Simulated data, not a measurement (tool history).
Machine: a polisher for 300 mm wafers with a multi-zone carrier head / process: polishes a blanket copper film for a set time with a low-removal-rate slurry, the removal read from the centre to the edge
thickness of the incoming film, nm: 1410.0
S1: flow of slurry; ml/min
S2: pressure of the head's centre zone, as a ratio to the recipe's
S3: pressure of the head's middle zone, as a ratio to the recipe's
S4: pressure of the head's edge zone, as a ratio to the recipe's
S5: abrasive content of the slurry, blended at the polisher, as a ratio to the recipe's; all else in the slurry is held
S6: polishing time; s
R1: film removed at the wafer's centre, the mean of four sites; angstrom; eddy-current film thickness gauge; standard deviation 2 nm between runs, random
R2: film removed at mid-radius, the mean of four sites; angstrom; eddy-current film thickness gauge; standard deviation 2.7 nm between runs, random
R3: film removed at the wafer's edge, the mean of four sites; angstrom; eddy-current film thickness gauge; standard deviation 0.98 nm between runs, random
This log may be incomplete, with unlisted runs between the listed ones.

run  hour   S1    S2    S3    S4    S5  S6      R1      R2      R3
  1     0  220     1     1     1     1  66  2557.1  2519.9  2519.8
  2   6.8  220  0.95     1     1     1  66  2460.3  2503.2  2516.9
  3  10.7  215  0.97     1  0.95  0.85  61  2236.1  2208.6  2170.2
  4  17.1  215  0.97     1  0.95  0.85  77    2775    2790  2736.3
  5  19.7  215  0.97     1  0.88  0.85  77  2720.3  2862.7  2638.6
  6  22.5  210  0.98     1  0.86  0.75  69  2445.8  2409.3  2310.7
  7  29.9  215  0.99  1.03  0.84   0.7  62  2181.7  2177.6  1985.1
  8  33.1  190  1.01  1.02  0.81   0.5  52  1683.2  1664.8  1507.4

Run 9, settings as shown, results not yet in. Your forecast:
  9  40.5  205  1.01  1.03  0.82  0.5  52   ?   ?   ?

Run 9 gave R1 1709.4 angstrom, R2 1674.4 angstrom, R3 1517.8 angstrom.

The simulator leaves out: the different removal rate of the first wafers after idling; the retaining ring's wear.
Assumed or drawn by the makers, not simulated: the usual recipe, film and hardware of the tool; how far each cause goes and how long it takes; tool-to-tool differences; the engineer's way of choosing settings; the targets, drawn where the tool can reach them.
